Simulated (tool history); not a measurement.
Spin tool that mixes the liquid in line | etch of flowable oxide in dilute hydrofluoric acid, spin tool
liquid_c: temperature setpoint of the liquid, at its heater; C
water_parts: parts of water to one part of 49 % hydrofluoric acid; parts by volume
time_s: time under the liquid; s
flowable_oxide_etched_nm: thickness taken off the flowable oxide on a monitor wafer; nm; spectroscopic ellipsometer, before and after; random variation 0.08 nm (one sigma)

run 1 hour=0 | liquid_c=22 water_parts=245 time_s=85 | flowable_oxide_etched_nm=8.962
run 2 hour=3.8 | liquid_c=22 water_parts=245 time_s=85 | flowable_oxide_etched_nm=8.9325
run 3 hour=9.8 | liquid_c=24.5 water_parts=210 time_s=85 | flowable_oxide_etched_nm=11.788
run 4 hour=18.7 | liquid_c=26.5 water_parts=190 time_s=85 | flowable_oxide_etched_nm=14.426
run 5 hour=26.7 | liquid_c=26.5 water_parts=250 time_s=85 | flowable_oxide_etched_nm=10.27
run 6 hour=29.4 | liquid_c=27.5 water_parts=215 time_s=85 | flowable_oxide_etched_nm=12.913
run 7 hour=34.6 | liquid_c=28.5 water_parts=195 time_s=85 | flowable_oxide_etched_nm=14.953
run 8 hour=37.1 | liquid_c=29 water_parts=180 time_s=85 | flowable_oxide_etched_nm=16.814
run 9 hour=40.3 | liquid_c=29.5 water_parts=170 time_s=85 | flowable_oxide_etched_nm=18.398

Forecast run 10:
run 10 hour=42.8 | liquid_c=29.5 water_parts=165 time_s=85 | flowable_oxide_etched_nm=?

{"run 10": {"flowable_oxide_etched_nm": 19.034}}
